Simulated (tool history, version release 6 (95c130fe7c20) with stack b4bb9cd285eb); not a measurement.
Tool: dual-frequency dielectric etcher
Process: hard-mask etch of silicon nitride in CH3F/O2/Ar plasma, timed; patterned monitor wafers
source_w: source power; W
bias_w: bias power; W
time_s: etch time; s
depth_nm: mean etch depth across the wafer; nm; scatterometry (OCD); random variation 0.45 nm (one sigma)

{"run": 1, "hour": 0.0, "source_w": 470, "bias_w": 72, "time_s": 141.0, "depth_nm": 103.81}
{"run": 2, "hour": 4.8, "source_w": 440, "bias_w": 71, "time_s": 140.5, "depth_nm": 100.43}
{"run": 3, "hour": 8.7, "source_w": 420, "bias_w": 70, "time_s": 140.5, "depth_nm": 98.334}
{"run": 4, "hour": 13.5, "source_w": 400, "bias_w": 69, "time_s": 140.5, "depth_nm": 96.988}
{"run": 5, "hour": 14.8, "source_w": 440, "bias_w": 69, "time_s": 140.5, "depth_nm": 99.44}
{"run": 6, "hour": 23.7, "source_w": 420, "bias_w": 68, "time_s": 140.5, "depth_nm": 97.795}
{"run": 7, "hour": 27.3, "source_w": 400, "bias_w": 67, "time_s": 140.5, "depth_nm": 95.619}
{"run": 8, "hour": 31.4, "source_w": 390, "bias_w": 67, "time_s": 140.5, "depth_nm": 94.3}
{"run": 9, "hour": 39.5, "source_w": 380, "bias_w": 67, "time_s": 140.5, "depth_nm": 94.218}

The next listed run, before its measurement:
{"run": 10, "hour": 45.6, "source_w": 380, "bias_w": 67, "time_s": 140.5, "depth_nm": "?"}

{"run 10": {"depth_nm": 93.582}}
